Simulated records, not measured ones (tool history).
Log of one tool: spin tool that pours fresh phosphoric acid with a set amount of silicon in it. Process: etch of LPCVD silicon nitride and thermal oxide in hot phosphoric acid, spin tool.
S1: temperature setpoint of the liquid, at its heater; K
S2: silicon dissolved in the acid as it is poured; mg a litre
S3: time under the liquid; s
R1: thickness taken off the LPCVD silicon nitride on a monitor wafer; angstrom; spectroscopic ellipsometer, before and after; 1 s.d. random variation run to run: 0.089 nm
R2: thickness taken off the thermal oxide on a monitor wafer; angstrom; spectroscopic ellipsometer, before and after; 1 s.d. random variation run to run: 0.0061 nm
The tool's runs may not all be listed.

| run | day | S1 | S2 | S3 | R1 | R2 |
|---|---|---|---|---|---|---|
| 1 | 0 | 433.15 | 22.5 | 180 | 169.5 | 3.0574 |
| 2 | 0.354 | 432.15 | 28.5 | 180 | 163.56 | 2.648 |
| 3 | 0.621 | 432.15 | 24 | 180 | 163.8 | 2.297 |
| 4 | 0.708 | 433.15 | 24 | 180 | 167.98 | 2.4334 |
| 5 | 1.042 | 435.15 | 24 | 180 | 180.49 | 3.2523 |
| 6 | 1.417 | 433.15 | 24 | 180 | 170.18 | 2.3489 |

Estimate the outcome of run 7 from the log above:
| 7 | 1.704 | 432.15 | 29.5 | 180 | ? | ? |

R1: 163.18 angstrom
R2: 2.3382 angstrom
